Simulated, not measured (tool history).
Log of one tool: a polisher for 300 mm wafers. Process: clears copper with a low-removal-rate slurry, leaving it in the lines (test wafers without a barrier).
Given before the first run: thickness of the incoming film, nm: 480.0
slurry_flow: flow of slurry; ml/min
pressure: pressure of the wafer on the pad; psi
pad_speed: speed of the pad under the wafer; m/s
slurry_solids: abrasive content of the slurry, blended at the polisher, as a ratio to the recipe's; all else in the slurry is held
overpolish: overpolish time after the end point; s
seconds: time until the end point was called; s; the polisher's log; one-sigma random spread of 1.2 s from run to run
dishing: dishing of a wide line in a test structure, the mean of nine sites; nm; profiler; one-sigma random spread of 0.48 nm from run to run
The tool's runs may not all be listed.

{"run": 1, "hour": 0.0, "slurry_flow": 275, "pressure": 3.7, "pad_speed": 1.1, "slurry_solids": 1, "overpolish": 20, "seconds": 162.83, "dishing": 42.371}
{"run": 2, "hour": 4.3, "slurry_flow": 275, "pressure": 3.7, "pad_speed": 1.1, "slurry_solids": 0.8, "overpolish": 20, "seconds": 169.2, "dishing": 42.432}
{"run": 3, "hour": 12.5, "slurry_flow": 275, "pressure": 3.7, "pad_speed": 1.12, "slurry_solids": 0.9, "overpolish": 18, "seconds": 163.27, "dishing": 39.532}
{"run": 4, "hour": 14.2, "slurry_flow": 275, "pressure": 3.7, "pad_speed": 1.12, "slurry_solids": 1.05, "overpolish": 18, "seconds": 157.16, "dishing": 40.871}
{"run": 5, "hour": 15.7, "slurry_flow": 275, "pressure": 3.7, "pad_speed": 0.96, "slurry_solids": 1.05, "overpolish": 18, "seconds": 180.56, "dishing": 37.03}
{"run": 6, "hour": 18.4, "slurry_flow": 245, "pressure": 3.7, "pad_speed": 0.96, "slurry_solids": 1.05, "overpolish": 18, "seconds": 187.48, "dishing": 35.311}
{"run": 7, "hour": 20.8, "slurry_flow": 230, "pressure": 3.7, "pad_speed": 1, "slurry_solids": 1.15, "overpolish": 16, "seconds": 177.1, "dishing": 32.956}
{"run": 8, "hour": 27.9, "slurry_flow": 220, "pressure": 3.7, "pad_speed": 1.04, "slurry_solids": 1.2, "overpolish": 14, "seconds": 171.82, "dishing": 31.451}
{"run": 9, "hour": 34.2, "slurry_flow": 210, "pressure": 3.7, "pad_speed": 1.06, "slurry_solids": 1.25, "overpolish": 13, "seconds": 170.56, "dishing": 28.32}
{"run": 10, "hour": 37.2, "slurry_flow": 200, "pressure": 3.7, "pad_speed": 1.1, "slurry_solids": 1.3, "overpolish": 12, "seconds": 162.1, "dishing": 27.616}

What does the tool deliver on the next run?
{"run": 11, "hour": 42.6, "slurry_flow": 195, "pressure": 3.7, "pad_speed": 1.12, "slurry_solids": 1.35, "overpolish": 11, "seconds": "?", "dishing": "?"}

{"run 11": {"seconds": 161.03, "dishing": 25.999}}

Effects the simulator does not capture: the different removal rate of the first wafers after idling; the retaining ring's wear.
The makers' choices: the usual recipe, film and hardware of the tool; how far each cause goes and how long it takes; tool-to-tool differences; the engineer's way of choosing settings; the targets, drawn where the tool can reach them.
